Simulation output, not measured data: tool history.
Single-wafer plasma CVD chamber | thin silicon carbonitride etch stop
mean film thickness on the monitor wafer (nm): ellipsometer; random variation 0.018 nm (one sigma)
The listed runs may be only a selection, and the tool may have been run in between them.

run,hour,RF power (kW),deposition time (s),mean film thickness on the monitor wafer (nm)
1,0,0.16,11.1,6.211
2,7.6,0.16,12,6.7045
3,11.6,0.15,12,6.6338
4,12.5,0.15,10.7,5.9027
5,15.9,0.17,10.7,6.0577
6,21.5,0.15,10.7,5.9118
7,26.3,0.16,11,6.1444
8,34.2,0.165,11.2,6.3368
9,41.4,0.17,11.3,6.4018
10,47.1,0.175,11.4,6.496
11,47.8,0.18,11.5,6.5738
12,55.1,0.185,11.6,6.6777
13,57.6,0.19,11.7,6.8007

Run 14, settings as shown, results not yet in. Your forecast:
14,66.1,0.21,11.9,?

{"run 14": {"mean film thickness on the monitor wafer (nm)": 7.0564}}
